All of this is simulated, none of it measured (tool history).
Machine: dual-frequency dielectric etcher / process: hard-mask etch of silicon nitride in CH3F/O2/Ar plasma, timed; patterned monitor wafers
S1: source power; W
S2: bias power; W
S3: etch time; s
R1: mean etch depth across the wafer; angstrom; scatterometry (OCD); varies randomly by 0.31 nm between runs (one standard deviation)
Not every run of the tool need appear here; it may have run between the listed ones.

run,hour,S1,S2,S3,R1
1,0.0,390,72,78.5,476.53
2,1.7,420,75,78.5,499.50
3,10.3,440,77,78.5,516.68
4,11.8,380,77,78.5,486.40
5,20.4,380,77,78.5,481.34
6,24.6,410,79,78.5,500.95
7,29.9,440,81,78.5,526.98
8,33.6,460,82,78.5,536.56
# hour 38.5: wet clean of the chamber
9,38.5,480,83,78.5,566.28

Run 10 comes next. What will it give?
10,44.8,490,83,78.5,?

R1: 577.85 angstrom

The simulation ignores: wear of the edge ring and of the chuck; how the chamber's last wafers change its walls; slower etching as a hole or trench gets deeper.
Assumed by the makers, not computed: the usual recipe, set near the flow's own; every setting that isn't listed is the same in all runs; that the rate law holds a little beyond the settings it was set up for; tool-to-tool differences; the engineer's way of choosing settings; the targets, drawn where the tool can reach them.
